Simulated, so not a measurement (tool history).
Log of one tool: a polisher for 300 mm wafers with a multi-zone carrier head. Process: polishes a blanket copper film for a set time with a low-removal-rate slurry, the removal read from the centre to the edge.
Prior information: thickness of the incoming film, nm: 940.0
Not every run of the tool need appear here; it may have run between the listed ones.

| run | hour | flow of slurry (ml/min) | pressure of the head's centre zone | pressure of the head's middle zone | pressure of the head's edge zone | abrasive content of the slurry | polishing time (s) | film removed at the wafer's centre (Å) | film removed at mid-radius (Å) | film removed at the wafer's edge (Å) |
|---|---|---|---|---|---|---|---|---|---|---|
| 1 | 0.0 | 210 | 1.00 | 1.00 | 1.00 | 1.00 | 76 | 3268.6 | 3228.7 | 3176.8 |
| 2 | 2.2 | 190 | 1.00 | 1.00 | 1.00 | 1.00 | 76 | 3242.8 | 3192.0 | 3155.2 |
| 3 | 9.0 | 185 | 0.98 | 0.98 | 0.97 | 0.95 | 76 | 3127.8 | 3116.5 | 3034.2 |
| 4 | 12.1 | 180 | 0.97 | 0.96 | 0.96 | 0.90 | 76 | 3051.4 | 3000.0 | 3034.4 |
| 5 | 13.7 | 180 | 0.97 | 0.96 | 0.96 | 0.75 | 76 | 2930.1 | 2923.0 | 2886.7 |
| 6 | 20.0 | 180 | 0.97 | 0.96 | 0.96 | 0.75 | 90 | 3426.3 | 3394.9 | 3567.9 |
| 7 | 28.4 | 185 | 0.96 | 0.95 | 0.94 | 0.70 | 88 | 3342.4 | 3317.7 | 3267.0 |
| 8 | 35.0 | 180 | 0.94 | 0.93 | 0.92 | 0.65 | 88 | 3212.1 | 3144.9 | 3253.3 |
| 9 | 38.4 | 185 | 0.93 | 0.93 | 0.91 | 0.60 | 87 | 3153.0 | 3120.0 | 3108.6 |
| 10 | 40.6 | 180 | 0.91 | 0.92 | 0.90 | 0.60 | 86 | 2923.3 | 3054.5 | 3100.3 |
| 11 | 42.4 | 170 | 0.95 | 0.91 | 0.82 | 0.50 | 80 | 2775.1 | 2623.0 | 2638.6 |
| 12 | 50.9 | 175 | 0.94 | 0.91 | 0.83 | 0.50 | 80 | 2746.1 | 2706.3 | 2647.9 |
| 13 | 51.8 | 175 | 0.94 | 0.91 | 0.84 | 0.50 | 80 | 2725.0 | 2661.3 | 2658.3 |
| 14 | 53.9 | 180 | 0.94 | 0.91 | 0.85 | 0.50 | 80 | 2761.5 | 2693.2 | 2728.4 |
| 15 | 57.2 | 185 | 0.94 | 0.91 | 0.85 | 0.50 | 80 | 2816.1 | 2674.1 | 2661.0 |

Estimate the outcome of run 16 from the log above:
| 16 | 64.3 | 185 | 0.94 | 0.91 | 0.86 | 0.50 | 80 | ? | ? | ? |

For run 16 the tool returned film removed at the wafer's centre (Å) 2764.1, film removed at mid-radius (Å) 2679.6, film removed at the wafer's edge (Å) 2737.1.
